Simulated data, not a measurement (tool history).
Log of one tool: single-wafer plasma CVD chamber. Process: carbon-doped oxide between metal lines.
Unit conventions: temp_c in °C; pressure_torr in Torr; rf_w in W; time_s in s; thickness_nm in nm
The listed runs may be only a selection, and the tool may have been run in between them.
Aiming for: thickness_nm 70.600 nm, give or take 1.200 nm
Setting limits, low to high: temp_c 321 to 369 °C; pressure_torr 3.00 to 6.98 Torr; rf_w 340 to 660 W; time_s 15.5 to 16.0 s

| run | hour | temp_c | pressure_torr | rf_w | time_s | thickness_nm |
|---|---|---|---|---|---|---|
| 1 | 0.0 | 345 | 4.99 | 500 | 15.5 | 80.663 |
| 2 | 6.6 | 345 | 4.99 | 550 | 15.5 | 86.794 |
| 3 | 14.3 | 345 | 4.99 | 550 | 16.0 | 89.235 |
| 4 | 19.2 | 349 | 4.57 | 515 | 16.0 | 84.371 |
| 5 | 20.2 | 349 | 4.57 | 565 | 16.0 | 89.301 |
| 6 | 28.1 | 352 | 4.30 | 520 | 15.9 | 81.548 |
| 7 | 35.7 | 352 | 4.30 | 520 | 15.9 | 82.553 |
| 8 | 37.1 | 354 | 4.06 | 495 | 15.9 | 78.627 |
| 9 | 45.3 | 356 | 3.82 | 480 | 15.9 | 75.786 |

4 next moves are on the table. One of them brings every result within its allowed miss. Which?
| A | 53.5 | 354 | 4.90 | 415 | 16.0 | ? |
| B | 53.5 | 359 | 3.91 | 480 | 15.6 | ? |
| C | 53.5 | 345 | 4.48 | 390 | 16.0 | ? |
| D | 53.5 | 355 | 3.82 | 465 | 16.0 | ? |

| move | thickness_nm |
|---|---|
| A | 70.262 |
| B | 74.225 |
| C | 67.449 |
| D | 74.904 |
A: meets every target
B: closer than the last run, but not yet in spec
C: the result that was furthest off in the last run now lies on the other side of its target
D: closer than the last run, but not yet in spec
Move A is the one to make.

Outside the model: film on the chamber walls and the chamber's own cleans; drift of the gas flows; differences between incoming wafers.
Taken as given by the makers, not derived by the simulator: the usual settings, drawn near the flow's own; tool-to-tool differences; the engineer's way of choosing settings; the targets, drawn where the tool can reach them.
